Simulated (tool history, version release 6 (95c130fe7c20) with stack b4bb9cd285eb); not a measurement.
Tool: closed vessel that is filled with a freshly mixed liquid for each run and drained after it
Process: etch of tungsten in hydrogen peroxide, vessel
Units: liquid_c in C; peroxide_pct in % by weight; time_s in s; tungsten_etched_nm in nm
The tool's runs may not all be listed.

run,day,liquid_c,peroxide_pct,time_s,tungsten_etched_nm
1,0.000,54.0,17,85,109.900
2,0.217,54.0,17,85,111.460
3,0.308,54.0,17,95,123.910
4,0.450,52.5,17,95,113.260
5,0.704,51.5,17,95,106.120
6,1.012,50.5,17,95,99.567
7,1.175,49.5,17,95,95.138
8,1.271,48.5,17,95,89.484
9,1.433,42.0,17,95,59.511

Forecast run 10:
10,1.633,42.5,17,95,?

Run 10 gave tungsten_etched_nm 61.303 nm.
